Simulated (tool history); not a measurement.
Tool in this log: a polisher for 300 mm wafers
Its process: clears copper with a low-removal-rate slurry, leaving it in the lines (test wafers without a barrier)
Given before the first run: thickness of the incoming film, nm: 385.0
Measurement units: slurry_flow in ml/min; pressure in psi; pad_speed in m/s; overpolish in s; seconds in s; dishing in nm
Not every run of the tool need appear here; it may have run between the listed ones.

{"run": 1, "hour": 0.0, "slurry_flow": 305, "pressure": 3.5, "pad_speed": 1.36, "slurry_solids": 1.0, "overpolish": 13, "seconds": 77.873, "dishing": 46.603}
{"run": 2, "hour": 8.1, "slurry_flow": 240, "pressure": 3.5, "pad_speed": 1.36, "slurry_solids": 1.0, "overpolish": 13, "seconds": 80.209, "dishing": 46.165}
{"run": 3, "hour": 14.2, "slurry_flow": 245, "pressure": 3.3, "pad_speed": 1.36, "slurry_solids": 1.0, "overpolish": 12, "seconds": 83.006, "dishing": 40.488}
{"run": 4, "hour": 17.4, "slurry_flow": 245, "pressure": 3.1, "pad_speed": 1.36, "slurry_solids": 1.0, "overpolish": 12, "seconds": 90.971, "dishing": 39.067}
{"run": 5, "hour": 21.4, "slurry_flow": 245, "pressure": 3.1, "pad_speed": 1.36, "slurry_solids": 1.1, "overpolish": 12, "seconds": 87.983, "dishing": 38.71}
{"run": 6, "hour": 26.8, "slurry_flow": 210, "pressure": 3.1, "pad_speed": 1.36, "slurry_solids": 1.1, "overpolish": 12, "seconds": 89.669, "dishing": 38.538}
{"run": 7, "hour": 32.7, "slurry_flow": 215, "pressure": 3.0, "pad_speed": 1.36, "slurry_solids": 1.1, "overpolish": 11, "seconds": 93.077, "dishing": 34.118}
{"run": 8, "hour": 33.3, "slurry_flow": 220, "pressure": 2.9, "pad_speed": 1.36, "slurry_solids": 1.1, "overpolish": 11, "seconds": 96.141, "dishing": 34.162}
{"run": 9, "hour": 34.1, "slurry_flow": 225, "pressure": 2.9, "pad_speed": 1.36, "slurry_solids": 1.1, "overpolish": 10, "seconds": 93.395, "dishing": 30.609}
{"run": 10, "hour": 40.3, "slurry_flow": 225, "pressure": 2.4, "pad_speed": 1.36, "slurry_solids": 1.1, "overpolish": 9, "seconds": 115.07, "dishing": 23.228}

Predict the results of run 11:
{"run": 11, "hour": 45.5, "slurry_flow": 225, "pressure": 2.5, "pad_speed": 1.36, "slurry_solids": 1.1, "overpolish": 9, "seconds": "?", "dishing": "?"}

{"run 11": {"seconds": 106.78, "dishing": 24.7}}

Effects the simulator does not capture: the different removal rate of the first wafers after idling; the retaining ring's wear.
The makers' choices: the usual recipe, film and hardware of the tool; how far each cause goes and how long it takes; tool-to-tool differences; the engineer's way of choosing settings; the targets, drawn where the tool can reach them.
